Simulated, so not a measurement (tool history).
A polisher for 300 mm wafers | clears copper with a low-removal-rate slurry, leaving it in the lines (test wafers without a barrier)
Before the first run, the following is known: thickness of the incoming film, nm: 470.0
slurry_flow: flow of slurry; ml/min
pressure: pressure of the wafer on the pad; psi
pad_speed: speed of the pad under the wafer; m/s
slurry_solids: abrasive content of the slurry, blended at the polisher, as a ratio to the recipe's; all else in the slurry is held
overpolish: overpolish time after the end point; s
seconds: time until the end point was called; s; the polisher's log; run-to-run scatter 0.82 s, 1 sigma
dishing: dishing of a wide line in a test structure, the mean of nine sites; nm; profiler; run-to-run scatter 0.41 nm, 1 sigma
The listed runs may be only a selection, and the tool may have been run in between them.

run,hour,slurry_flow,pressure,pad_speed,slurry_solids,overpolish,seconds,dishing
1,0.0,160,3.4,1.18,1.00,16,92.088,53.600
2,6.8,160,3.4,1.18,0.90,16,95.407,51.765
3,11.8,165,3.3,1.20,0.85,15,96.242,47.276
4,14.7,165,3.3,1.20,0.85,20,97.663,60.944
5,22.4,165,3.3,1.32,0.85,20,90.756,63.090
6,30.7,175,3.1,1.40,0.80,18,93.200,56.785
7,36.4,165,3.1,1.42,0.75,16,95.712,49.589
8,42.1,155,3.1,1.46,0.70,15,95.452,48.702
9,48.3,170,3.0,1.48,0.70,14,96.809,44.856
10,53.2,180,3.0,1.50,0.65,13,97.384,41.853
11,55.8,190,3.0,1.52,0.65,12,96.702,39.626
12,62.4,190,3.0,1.52,0.65,12,94.144,40.059
13,71.2,200,3.0,1.54,0.65,11,93.263,36.216

Run 14, settings as shown, results not yet in. Your forecast:
14,76.7,205,2.9,1.54,0.70,10,?,?

Run 14 produced seconds 93.932 s, dishing 35.215 nm.
